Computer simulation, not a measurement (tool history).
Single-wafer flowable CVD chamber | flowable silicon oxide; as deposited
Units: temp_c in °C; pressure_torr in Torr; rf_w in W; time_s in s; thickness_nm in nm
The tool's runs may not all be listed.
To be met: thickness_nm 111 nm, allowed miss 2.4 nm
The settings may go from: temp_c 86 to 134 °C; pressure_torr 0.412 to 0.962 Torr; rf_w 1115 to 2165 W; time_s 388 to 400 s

{"run": 1, "hour": 0.0, "temp_c": 110, "pressure_torr": 0.687, "rf_w": 1640, "time_s": 388, "thickness_nm": 130.24}
{"run": 2, "hour": 1.9, "temp_c": 110, "pressure_torr": 0.687, "rf_w": 1810, "time_s": 388, "thickness_nm": 132.93}
{"run": 3, "hour": 4.7, "temp_c": 110, "pressure_torr": 0.687, "rf_w": 1810, "time_s": 388, "thickness_nm": 132.54}
{"run": 4, "hour": 13.4, "temp_c": 110, "pressure_torr": 0.687, "rf_w": 1810, "time_s": 388, "thickness_nm": 133.05}
{"run": 5, "hour": 14.0, "temp_c": 110, "pressure_torr": 0.687, "rf_w": 2040, "time_s": 388, "thickness_nm": 136.11}
{"run": 6, "hour": 14.9, "temp_c": 112, "pressure_torr": 0.687, "rf_w": 2040, "time_s": 388, "thickness_nm": 128.8}
{"run": 7, "hour": 22.6, "temp_c": 114, "pressure_torr": 0.687, "rf_w": 2040, "time_s": 388, "thickness_nm": 121.76}
{"run": 8, "hour": 31.2, "temp_c": 115, "pressure_torr": 0.687, "rf_w": 2040, "time_s": 388, "thickness_nm": 118.32}

4 next moves are on the table. One of them brings every result within its allowed miss. Which?
{"run": "A", "hour": 39.8, "temp_c": 108, "pressure_torr": 0.565, "rf_w": 2020, "time_s": 398, "thickness_nm": "?"}
{"run": "B", "hour": 39.8, "temp_c": 106, "pressure_torr": 0.558, "rf_w": 2165, "time_s": 388, "thickness_nm": "?"}
{"run": "C", "hour": 39.8, "temp_c": 114, "pressure_torr": 0.766, "rf_w": 1805, "time_s": 388, "thickness_nm": "?"}
{"run": "D", "hour": 39.8, "temp_c": 114, "pressure_torr": 0.617, "rf_w": 1935, "time_s": 398, "thickness_nm": "?"}

move=A thickness_nm=122.77
move=B thickness_nm=126.85
move=C thickness_nm=132.48
move=D thickness_nm=111.87
A: further off than the last run
B: further off than the last run
C: further off than the last run
D: meets every target
Answer: D
